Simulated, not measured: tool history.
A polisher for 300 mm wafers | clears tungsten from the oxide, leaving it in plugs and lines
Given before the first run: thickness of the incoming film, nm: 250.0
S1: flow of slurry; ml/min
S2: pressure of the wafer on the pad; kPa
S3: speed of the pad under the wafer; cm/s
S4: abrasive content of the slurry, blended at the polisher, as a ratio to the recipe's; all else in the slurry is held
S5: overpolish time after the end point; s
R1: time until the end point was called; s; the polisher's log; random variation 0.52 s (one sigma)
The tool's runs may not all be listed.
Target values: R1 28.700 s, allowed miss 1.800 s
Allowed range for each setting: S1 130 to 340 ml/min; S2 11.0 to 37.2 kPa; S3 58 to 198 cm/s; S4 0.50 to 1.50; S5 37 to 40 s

run	day	S1	S2	S3	S4	S5	R1
1	0.000	220	24.1	128	1.00	37	42.387
2	0.154	220	26.2	130	1.00	37	36.793
3	0.288	220	26.2	130	1.00	37	37.331
4	0.479	220	26.2	114	1.00	37	39.657
5	0.808	220	27.6	116	1.00	37	37.226
6	1.000	220	29.0	118	1.00	37	35.746
7	1.254	220	30.3	120	1.00	37	35.119
8	1.350	220	31.7	124	1.00	37	31.019
9	1.575	220	32.4	124	1.00	37	32.736

5 next moves are on the table. One of them brings every result within its allowed miss. Which?
A	1.800	230	33.8	128	1.10	37	?
B	1.800	215	29.6	100	1.00	40	?
C	1.800	240	28.3	100	1.05	37	?
D	1.800	205	27.6	154	0.80	39	?
E	1.800	195	37.2	100	0.80	37	?

move	R1
A	28.394
B	38.619
C	39.515
D	33.904
E	33.196
A: every result within its allowed miss
B: the biggest miss grows against the last run
C: the biggest miss grows against the last run
D: the biggest miss grows against the last run
E: the biggest miss grows against the last run
Go with A: it meets all targets.
